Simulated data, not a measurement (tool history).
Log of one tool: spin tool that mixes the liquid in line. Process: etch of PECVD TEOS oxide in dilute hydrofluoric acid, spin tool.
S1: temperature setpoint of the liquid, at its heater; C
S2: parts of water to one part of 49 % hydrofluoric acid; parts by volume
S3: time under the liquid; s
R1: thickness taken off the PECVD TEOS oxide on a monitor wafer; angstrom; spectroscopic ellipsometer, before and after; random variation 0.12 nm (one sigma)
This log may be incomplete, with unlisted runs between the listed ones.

| run | hour | S1 | S2 | S3 | R1 |
|---|---|---|---|---|---|
| 1 | 0.0 | 25.0 | 270 | 315 | 91.125 |
| 2 | 1.6 | 22.5 | 270 | 315 | 83.505 |
| 3 | 8.4 | 24.0 | 255 | 315 | 95.740 |
| 4 | 9.8 | 25.5 | 245 | 315 | 104.550 |
| 5 | 15.0 | 26.5 | 235 | 315 | 114.670 |
| 6 | 22.1 | 26.5 | 275 | 315 | 93.604 |
| 7 | 30.2 | 27.5 | 260 | 315 | 104.740 |
| 8 | 35.8 | 31.5 | 160 | 315 | 222.590 |
| 9 | 42.3 | 31.5 | 160 | 315 | 219.080 |
| 10 | 44.0 | 31.0 | 160 | 315 | 215.760 |

Expected results for the next run?
| 11 | 46.5 | 30.5 | 160 | 315 | ? |

{"run 11": {"R1": 212.44}}
